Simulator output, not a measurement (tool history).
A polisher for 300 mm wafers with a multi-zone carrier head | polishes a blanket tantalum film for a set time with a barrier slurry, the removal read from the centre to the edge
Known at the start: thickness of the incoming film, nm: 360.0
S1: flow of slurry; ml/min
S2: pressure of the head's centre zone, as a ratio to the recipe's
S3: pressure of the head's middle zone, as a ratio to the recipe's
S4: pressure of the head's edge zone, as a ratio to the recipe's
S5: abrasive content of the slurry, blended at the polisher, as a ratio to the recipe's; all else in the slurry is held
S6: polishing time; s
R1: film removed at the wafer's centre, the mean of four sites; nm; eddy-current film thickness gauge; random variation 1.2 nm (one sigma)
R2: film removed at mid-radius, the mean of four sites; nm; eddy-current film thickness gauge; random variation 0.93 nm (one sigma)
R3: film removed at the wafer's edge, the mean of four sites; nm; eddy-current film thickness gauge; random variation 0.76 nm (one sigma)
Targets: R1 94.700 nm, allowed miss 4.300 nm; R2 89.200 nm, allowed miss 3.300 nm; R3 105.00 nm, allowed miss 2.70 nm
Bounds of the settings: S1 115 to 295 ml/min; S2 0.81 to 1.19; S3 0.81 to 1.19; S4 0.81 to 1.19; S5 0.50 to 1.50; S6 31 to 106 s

run,hour,S1,S2,S3,S4,S5,S6,R1,R2,R3
1,0.0,190,1.00,1.00,1.00,1.00,68,109.720,105.740,108.82
2,5.3,190,1.00,1.00,1.03,1.00,68,109.800,108.040,112.09
3,11.7,190,1.00,1.00,0.99,1.00,68,110.220,108.700,109.05
4,15.6,220,1.00,1.00,0.99,1.00,68,112.410,110.970,110.20
5,18.4,200,0.97,0.95,0.99,0.95,68,105.390,101.520,108.88
6,21.5,200,0.97,0.95,0.99,0.95,79,125.690,118.800,127.21
7,26.0,200,0.97,0.95,0.99,0.95,79,121.890,117.250,126.96
8,34.5,190,0.94,0.91,0.95,0.85,79,116.810,107.060,117.46
9,35.1,175,0.90,0.89,0.94,0.80,79,109.790,105.310,115.84
10,42.1,170,0.88,0.86,0.94,0.70,79,101.900,96.573,110.12
11,50.2,165,0.87,0.84,0.93,0.70,79,100.250,93.383,109.34
12,54.3,160,0.86,0.83,0.92,0.70,79,98.633,94.225,110.01

Which of these 4 next moves meets every target?
A,58.4,140,0.87,0.83,0.93,0.85,73,?,?,?
B,58.4,165,0.93,0.81,0.90,0.50,88,?,?,?
C,58.4,215,0.97,0.81,0.91,0.70,74,?,?,?
D,58.4,195,0.97,0.82,0.85,0.60,78,?,?,?

move,R1,R2,R3
A,96.694,90.657,104.83
B,106.840,92.770,106.95
C,108.910,90.990,104.36
D,107.520,90.871,100.36
A: meets every target
B: brings the result that was furthest off to its target, and leaves another outside
C: brings the result that was furthest off to its target, and leaves another outside
D: takes the result that was furthest off past its target
Move A is the one to make.

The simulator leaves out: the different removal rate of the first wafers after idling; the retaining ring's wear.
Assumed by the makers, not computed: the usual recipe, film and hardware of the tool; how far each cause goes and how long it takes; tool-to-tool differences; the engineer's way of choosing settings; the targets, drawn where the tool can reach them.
